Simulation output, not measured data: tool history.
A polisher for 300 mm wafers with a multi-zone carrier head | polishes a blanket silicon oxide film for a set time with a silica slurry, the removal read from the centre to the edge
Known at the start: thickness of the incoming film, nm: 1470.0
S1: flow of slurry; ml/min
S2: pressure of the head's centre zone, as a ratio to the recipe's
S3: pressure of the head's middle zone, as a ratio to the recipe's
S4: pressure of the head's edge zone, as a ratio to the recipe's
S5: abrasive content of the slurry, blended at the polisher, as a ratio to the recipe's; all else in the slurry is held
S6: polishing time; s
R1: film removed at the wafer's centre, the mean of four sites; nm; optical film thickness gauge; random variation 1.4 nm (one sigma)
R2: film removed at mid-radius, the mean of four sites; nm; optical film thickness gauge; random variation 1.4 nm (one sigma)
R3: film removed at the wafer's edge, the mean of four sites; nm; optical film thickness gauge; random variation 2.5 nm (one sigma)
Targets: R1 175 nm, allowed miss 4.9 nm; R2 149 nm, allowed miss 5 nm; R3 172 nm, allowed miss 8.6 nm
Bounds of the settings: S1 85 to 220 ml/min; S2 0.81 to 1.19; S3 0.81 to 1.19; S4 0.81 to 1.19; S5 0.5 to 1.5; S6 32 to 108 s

run,day,S1,S2,S3,S4,S5,S6,R1,R2,R3
1,0,140,1,1,1,1,70,254.92,255.52,254.31
2,0.125,130,1,0.96,0.99,0.85,68,232.9,225.65,232.89
3,0.496,130,1,0.96,0.99,0.65,68,204.69,197.64,207.09
4,0.612,125,1,0.93,0.98,0.6,66,189.13,180.15,184.57
5,0.938,125,1,0.86,0.98,0.6,66,192.8,166.2,188.78
6,1.304,125,1,0.86,1.01,0.6,66,193.26,164,192.26
7,1.579,120,1,0.85,0.99,0.6,66,189.09,162.97,183.7
8,1.662,90,1,0.81,1,0.55,66,168.78,138.22,170.51

Which of these 4 next moves meets every target?
A,1.746,85,1.08,0.81,1.16,0.65,57,?,?,?
B,1.746,85,0.95,0.82,0.97,0.5,72,?,?,?
C,1.746,105,1.01,0.85,1,0.65,60,?,?,?
D,1.746,140,0.96,0.92,1.01,0.6,56,?,?,?

move,R1,R2,R3
A,165.48,129.83,168.09
B,162.41,146.57,177.18
C,173.67,150.39,174.97
D,159.4,153.76,164.76
A: further off than the last run
B: brings the result that was furthest off to its target, and leaves another outside
C: meets every target
D: brings the result that was furthest off to its target, and leaves another outside
Answer: C
